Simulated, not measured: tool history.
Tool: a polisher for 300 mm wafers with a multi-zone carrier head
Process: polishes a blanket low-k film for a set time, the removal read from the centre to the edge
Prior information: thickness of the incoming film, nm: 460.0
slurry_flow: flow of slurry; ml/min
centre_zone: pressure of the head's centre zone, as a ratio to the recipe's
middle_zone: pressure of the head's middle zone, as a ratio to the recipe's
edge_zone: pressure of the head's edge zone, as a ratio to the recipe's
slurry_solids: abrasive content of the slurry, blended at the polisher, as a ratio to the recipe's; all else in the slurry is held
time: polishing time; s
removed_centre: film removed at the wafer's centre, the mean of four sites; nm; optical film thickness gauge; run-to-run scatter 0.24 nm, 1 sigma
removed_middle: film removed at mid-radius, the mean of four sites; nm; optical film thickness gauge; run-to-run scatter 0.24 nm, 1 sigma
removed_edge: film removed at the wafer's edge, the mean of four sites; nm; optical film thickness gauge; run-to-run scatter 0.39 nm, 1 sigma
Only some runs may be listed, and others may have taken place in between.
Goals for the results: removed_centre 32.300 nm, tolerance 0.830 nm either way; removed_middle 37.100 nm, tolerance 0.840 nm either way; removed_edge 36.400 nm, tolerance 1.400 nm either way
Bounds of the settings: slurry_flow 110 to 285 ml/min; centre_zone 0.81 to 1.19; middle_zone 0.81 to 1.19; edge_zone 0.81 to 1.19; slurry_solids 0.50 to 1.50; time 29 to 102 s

run	hour	slurry_flow	centre_zone	middle_zone	edge_zone	slurry_solids	time	removed_centre	removed_middle	removed_edge
1	0.0	180	1.00	1.00	1.00	1.00	65	46.850	46.690	48.335
2	7.7	175	0.98	1.00	0.98	0.95	65	44.498	45.068	45.467
3	13.1	150	0.98	1.00	0.98	0.95	65	42.136	43.112	44.704
4	15.1	150	0.95	1.00	0.98	0.95	65	40.803	43.128	44.629
5	22.5	150	0.95	0.94	0.98	0.95	65	40.599	40.945	44.339
6	23.6	150	0.95	0.89	0.98	0.95	65	40.615	38.994	44.397
7	31.6	150	0.94	0.90	0.96	0.95	65	40.044	39.981	43.772
8	36.0	145	0.93	0.90	0.94	0.95	65	39.395	39.451	42.713
# hour 40.1: slurry nozzle cleaned
9	40.1	115	0.83	0.95	0.84	0.80	65	31.223	36.096	35.968

Exactly one of the 5 candidate moves below puts every result within its allowed miss. Which one?
A	44.2	130	0.84	0.93	0.93	0.70	70	?	?	?
B	44.2	175	0.88	0.93	0.83	0.80	59	?	?	?
C	44.2	115	0.91	0.96	0.91	1.05	51	?	?	?
D	44.2	115	0.84	0.95	0.81	0.95	59	?	?	?
E	44.2	125	0.83	0.93	0.85	0.80	64	?	?	?

move	removed_centre	removed_middle	removed_edge
A	31.385	35.253	37.330
B	33.740	35.852	35.413
C	32.854	35.109	36.208
D	32.865	37.764	37.276
E	31.729	36.131	36.828
A: lands further from the targets than the last run did
B: moves the result that the last run missed by most past its target, out the other side
C: brings the result that was furthest off to its target, and leaves another outside
D: meets every target
E: brings the result that was furthest off to its target, and leaves another outside
So the answer is move D, the one that meets all the targets.
